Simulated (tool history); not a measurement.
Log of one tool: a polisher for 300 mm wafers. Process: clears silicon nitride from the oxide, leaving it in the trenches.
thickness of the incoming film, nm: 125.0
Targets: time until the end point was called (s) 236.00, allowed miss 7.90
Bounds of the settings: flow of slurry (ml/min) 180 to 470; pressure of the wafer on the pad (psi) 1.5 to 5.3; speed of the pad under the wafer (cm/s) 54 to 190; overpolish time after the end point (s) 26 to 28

run	hour	flow of slurry (ml/min)	pressure of the wafer on the pad (psi)	speed of the pad under the wafer (cm/s)	overpolish time after the end point (s)	time until the end point was called (s)
1	0.0	300	3.4	122	26	109.87
2	0.9	300	2.6	122	26	132.95
3	8.7	300	2.4	114	26	145.06
4	11.7	295	2.2	104	26	164.41
5	19.3	295	2.0	98	26	185.00
6	21.5	295	2.0	98	28	187.24
7	24.8	295	1.9	96	28	191.84
8	27.4	295	1.8	92	28	212.36
9	33.0	295	1.7	92	28	218.91

4 next moves are on the table. One of them brings every result within its allowed miss. Which?
A	38.6	305	1.7	94	28	?
B	38.6	180	1.9	94	26	?
C	38.6	275	1.8	80	28	?
D	38.6	320	1.8	68	28	?

move	time until the end point was called (s)
A	214.97
B	216.08
C	238.18
D	264.94
A: further off than the last run
B: further off than the last run
C: meets every target
D: takes the result that was furthest off past its target
Move C is the one to make.
